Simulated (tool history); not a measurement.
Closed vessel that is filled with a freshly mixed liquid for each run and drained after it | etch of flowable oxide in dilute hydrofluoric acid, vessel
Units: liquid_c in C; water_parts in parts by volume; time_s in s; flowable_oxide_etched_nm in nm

run	hour	liquid_c	water_parts	time_s	flowable_oxide_etched_nm
1	0.0	21.0	190	30	6.2232
2	1.9	20.5	190	30	6.1308
3	11.1	20.5	190	30	6.1510
4	18.6	20.5	190	30	6.1678
5	23.8	20.0	190	30	6.0233
6	24.8	19.5	190	30	6.0137

Run 7 comes next. What will it give?
7	33.7	19.0	190	30	?

{"run 7": {"flowable_oxide_etched_nm": 5.893}}

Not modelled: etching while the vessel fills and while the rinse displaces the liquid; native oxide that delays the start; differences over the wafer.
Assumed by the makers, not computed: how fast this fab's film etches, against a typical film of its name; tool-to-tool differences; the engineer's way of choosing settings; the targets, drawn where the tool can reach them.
